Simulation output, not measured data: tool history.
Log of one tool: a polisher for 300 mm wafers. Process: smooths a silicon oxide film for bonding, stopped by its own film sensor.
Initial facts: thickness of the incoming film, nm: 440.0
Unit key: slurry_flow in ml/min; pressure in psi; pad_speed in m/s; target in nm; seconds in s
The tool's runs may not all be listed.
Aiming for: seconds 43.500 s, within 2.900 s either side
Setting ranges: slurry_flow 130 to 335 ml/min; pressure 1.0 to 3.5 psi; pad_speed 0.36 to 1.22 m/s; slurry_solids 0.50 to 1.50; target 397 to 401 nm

| run | day | slurry_flow | pressure | pad_speed | slurry_solids | target | seconds |
|---|---|---|---|---|---|---|---|
| 1 | 0.000 | 215 | 2.2 | 0.78 | 1.00 | 397 | 76.906 |
| 2 | 0.050 | 215 | 2.4 | 0.78 | 1.00 | 397 | 71.515 |
| 3 | 0.142 | 215 | 2.6 | 0.80 | 1.00 | 397 | 63.238 |
| 4 | 0.500 | 215 | 2.7 | 0.80 | 1.00 | 397 | 63.371 |
| 5 | 0.817 | 215 | 2.3 | 0.80 | 1.00 | 397 | 71.373 |
| 6 | 1.054 | 215 | 2.5 | 0.82 | 1.00 | 397 | 64.753 |
| 7 | 1.312 | 215 | 2.7 | 0.84 | 1.00 | 397 | 59.330 |
| 8 | 1.575 | 215 | 2.8 | 0.86 | 1.00 | 397 | 56.052 |

5 next moves are on the table. One of them brings every result within its allowed miss. Which?
| A | 1.838 | 200 | 3.0 | 0.52 | 0.80 | 397 | ? |
| B | 1.838 | 145 | 2.9 | 0.54 | 1.10 | 397 | ? |
| C | 1.838 | 245 | 3.5 | 0.90 | 0.85 | 400 | ? |
| D | 1.838 | 255 | 2.3 | 0.88 | 0.90 | 397 | ? |
| E | 1.838 | 210 | 2.5 | 0.68 | 1.05 | 397 | ? |

| move | seconds |
|---|---|
| A | 89.241 |
| B | 79.019 |
| C | 43.197 |
| D | 68.560 |
| E | 73.156 |
A: its largest miss is bigger than the last run's
B: its largest miss is bigger than the last run's
C: every result lands within tolerance
D: its largest miss is bigger than the last run's
E: its largest miss is bigger than the last run's
The right move is C.
